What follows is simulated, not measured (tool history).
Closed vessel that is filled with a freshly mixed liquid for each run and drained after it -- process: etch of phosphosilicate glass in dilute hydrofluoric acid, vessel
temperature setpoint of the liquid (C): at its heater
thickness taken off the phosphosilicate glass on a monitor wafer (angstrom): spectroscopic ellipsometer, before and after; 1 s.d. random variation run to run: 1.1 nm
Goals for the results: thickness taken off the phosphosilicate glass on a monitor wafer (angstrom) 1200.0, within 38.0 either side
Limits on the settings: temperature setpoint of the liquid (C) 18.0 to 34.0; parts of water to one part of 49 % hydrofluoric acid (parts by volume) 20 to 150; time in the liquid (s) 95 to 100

run	hour	temperature setpoint of the liquid (C)	parts of water to one part of 49 % hydrofluoric acid (parts by volume)	time in the liquid (s)	thickness taken off the phosphosilicate glass on a monitor wafer (angstrom)
1	0.0	26.0	85	95	1755.7
2	2.3	26.0	70	95	2112.4
3	6.8	24.5	75	95	1881.3
4	9.5	23.5	80	95	1719.6
5	14.3	22.5	85	95	1519.8
6	20.5	22.5	85	95	1521.7
7	29.6	21.5	85	95	1445.1
8	36.1	21.0	85	95	1427.2
9	44.8	20.5	85	95	1386.5
10	46.3	20.0	85	95	1366.8
11	53.6	19.5	85	95	1340.3
12	58.9	19.0	85	95	1310.6
13	59.9	18.5	85	95	1280.4
14	68.9	18.0	85	95	1250.6

Exercise: of the 4 proposed moves below, exactly one satisfies all targets within the stated allowed misses. Which move is it?
A	77.9	18.5	95	100	?
B	77.9	19.5	90	100	?
C	77.9	18.5	90	100	?
D	77.9	20.5	90	95	?

move	thickness taken off the phosphosilicate glass on a monitor wafer (angstrom)
A	1194.7
B	1321.9
C	1267.9
D	1308.8
A: every result within its allowed miss
B: its largest miss is bigger than the last run's
C: its largest miss is bigger than the last run's
D: its largest miss is bigger than the last run's
Go with A: it meets all targets.

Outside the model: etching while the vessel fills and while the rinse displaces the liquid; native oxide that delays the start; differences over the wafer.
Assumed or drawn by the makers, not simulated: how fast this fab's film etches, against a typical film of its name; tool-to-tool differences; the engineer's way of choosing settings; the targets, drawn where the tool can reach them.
